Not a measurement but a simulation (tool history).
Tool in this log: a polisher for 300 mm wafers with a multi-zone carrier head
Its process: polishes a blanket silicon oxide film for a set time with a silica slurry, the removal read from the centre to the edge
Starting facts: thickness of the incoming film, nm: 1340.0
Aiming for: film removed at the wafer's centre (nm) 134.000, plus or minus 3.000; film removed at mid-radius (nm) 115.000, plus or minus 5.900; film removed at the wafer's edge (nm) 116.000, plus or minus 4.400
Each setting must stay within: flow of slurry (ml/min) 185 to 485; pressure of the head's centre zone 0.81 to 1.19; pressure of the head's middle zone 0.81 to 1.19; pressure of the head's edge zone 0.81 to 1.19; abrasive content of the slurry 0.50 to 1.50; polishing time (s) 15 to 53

run	day	flow of slurry (ml/min)	pressure of the head's centre zone	pressure of the head's middle zone	pressure of the head's edge zone	abrasive content of the slurry	polishing time (s)	film removed at the wafer's centre (nm)	film removed at mid-radius (nm)	film removed at the wafer's edge (nm)
1	0.000	310	1.00	1.00	1.00	1.00	34	73.951	82.412	86.192
2	0.333	310	1.00	1.00	1.00	0.80	34	68.813	78.613	80.615
3	0.592	310	1.09	1.00	1.00	0.80	34	75.307	76.404	77.967
4	0.788	310	1.09	1.00	0.96	0.80	34	76.055	77.692	79.113
# day 1.004: centre zone pressure recalibrated
5	1.004	335	1.11	1.00	0.93	0.95	35	94.251	86.163	83.988
6	1.054	315	1.11	1.00	0.94	1.05	36	99.490	90.638	90.085
7	1.421	405	1.19	1.05	1.02	1.30	37	121.400	105.840	103.500
8	1.596	405	1.18	1.04	1.02	1.35	37	120.480	107.090	104.490

Of the 4 settings listed for the next run, only one would bring every result within its allowed miss of target. Which one?
A	1.771	395	0.96	1.02	1.17	1.15	40	?	?	?
B	1.771	340	0.88	1.03	0.99	1.05	45	?	?	?
C	1.771	400	0.92	1.05	1.13	1.15	41	?	?	?
D	1.771	390	1.19	1.04	1.05	1.30	41	?	?	?

move	film removed at the wafer's centre (nm)	film removed at mid-radius (nm)	film removed at the wafer's edge (nm)
A	99.745	105.420	115.320
B	98.642	114.930	115.890
C	98.042	110.850	116.340
D	132.210	114.280	117.210
A: further off than the last run
B: further off than the last run
C: further off than the last run
D: every result lands within tolerance
Answer: D
